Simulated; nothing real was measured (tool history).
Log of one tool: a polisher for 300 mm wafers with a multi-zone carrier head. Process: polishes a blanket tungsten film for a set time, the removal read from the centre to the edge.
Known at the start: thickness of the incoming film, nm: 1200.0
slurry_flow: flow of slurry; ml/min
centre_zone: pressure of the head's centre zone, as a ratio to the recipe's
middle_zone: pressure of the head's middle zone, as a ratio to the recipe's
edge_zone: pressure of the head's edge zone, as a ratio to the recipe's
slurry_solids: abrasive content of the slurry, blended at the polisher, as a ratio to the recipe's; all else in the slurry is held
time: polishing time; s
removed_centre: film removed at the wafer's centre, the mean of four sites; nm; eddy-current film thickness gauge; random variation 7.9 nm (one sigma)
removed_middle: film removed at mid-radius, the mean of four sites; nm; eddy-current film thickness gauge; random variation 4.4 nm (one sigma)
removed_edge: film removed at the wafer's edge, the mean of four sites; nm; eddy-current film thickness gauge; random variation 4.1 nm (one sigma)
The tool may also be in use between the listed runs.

{"run": 1, "day": 0.0, "slurry_flow": 270, "centre_zone": 1, "middle_zone": 1, "edge_zone": 1, "slurry_solids": 1, "time": 62, "removed_centre": 429.31, "removed_middle": 433.51, "removed_edge": 419.29}
{"run": 2, "day": 0.162, "slurry_flow": 275, "centre_zone": 1.01, "middle_zone": 1.02, "edge_zone": 1.02, "slurry_solids": 1.05, "time": 62, "removed_centre": 432.9, "removed_middle": 438.8, "removed_edge": 427.3}
{"run": 3, "day": 0.225, "slurry_flow": 280, "centre_zone": 1.02, "middle_zone": 1.04, "edge_zone": 1.02, "slurry_solids": 1.1, "time": 63, "removed_centre": 445.63, "removed_middle": 458.63, "removed_edge": 446.17}
{"run": 4, "day": 0.275, "slurry_flow": 285, "centre_zone": 1.04, "middle_zone": 1.06, "edge_zone": 1.01, "slurry_solids": 1.15, "time": 63, "removed_centre": 459.69, "removed_middle": 467.27, "removed_edge": 448.62}
{"run": 5, "day": 0.325, "slurry_flow": 285, "centre_zone": 1.04, "middle_zone": 1.06, "edge_zone": 1.1, "slurry_solids": 1.15, "time": 63, "removed_centre": 467.68, "removed_middle": 472.06, "removed_edge": 470.42}
{"run": 6, "day": 0.583, "slurry_flow": 285, "centre_zone": 1.04, "middle_zone": 1.06, "edge_zone": 1.03, "slurry_solids": 1.15, "time": 63, "removed_centre": 467, "removed_middle": 465.21, "removed_edge": 455.14}
{"run": 7, "day": 0.65, "slurry_flow": 290, "centre_zone": 1.04, "middle_zone": 1.08, "edge_zone": 1.02, "slurry_solids": 1.2, "time": 64, "removed_centre": 462.59, "removed_middle": 494.37, "removed_edge": 462.17}
{"day": 1.012, "done": "slurry nozzle cleaned"}
{"run": 8, "day": 1.012, "slurry_flow": 295, "centre_zone": 1.06, "middle_zone": 1.09, "edge_zone": 1.03, "slurry_solids": 1.25, "time": 64, "removed_centre": 506.3, "removed_middle": 513.21, "removed_edge": 482.47}

Run 9 comes next. What will it give?
{"run": 9, "day": 1.25, "slurry_flow": 305, "centre_zone": 1.06, "middle_zone": 1.1, "edge_zone": 1.04, "slurry_solids": 1.25, "time": 64, "removed_centre": "?", "removed_middle": "?", "removed_edge": "?"}

{"run 9": {"removed_centre": 504.4, "removed_middle": 526.06, "removed_edge": 480.36}}
